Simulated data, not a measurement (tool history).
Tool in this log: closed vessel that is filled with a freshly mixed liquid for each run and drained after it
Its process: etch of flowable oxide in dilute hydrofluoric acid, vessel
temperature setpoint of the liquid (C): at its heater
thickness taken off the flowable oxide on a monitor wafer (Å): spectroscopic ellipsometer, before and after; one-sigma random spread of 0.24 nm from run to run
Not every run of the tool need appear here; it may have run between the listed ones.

run	hour	temperature setpoint of the liquid (C)	parts of water to one part of 49 % hydrofluoric acid (parts by volume)	time in the liquid (s)	thickness taken off the flowable oxide on a monitor wafer (Å)
1	0.0	21.0	70	105	540.05
2	3.0	24.0	70	105	619.16
3	3.9	24.0	60	105	728.15
4	8.6	22.0	70	105	571.90
5	13.9	24.5	70	105	639.69
6	22.9	22.5	75	105	540.61

Estimate the outcome of run 7 from the log above:
7	27.0	18.5	95	105	?

Run 7 gave thickness taken off the flowable oxide on a monitor wafer (Å) 350.63.
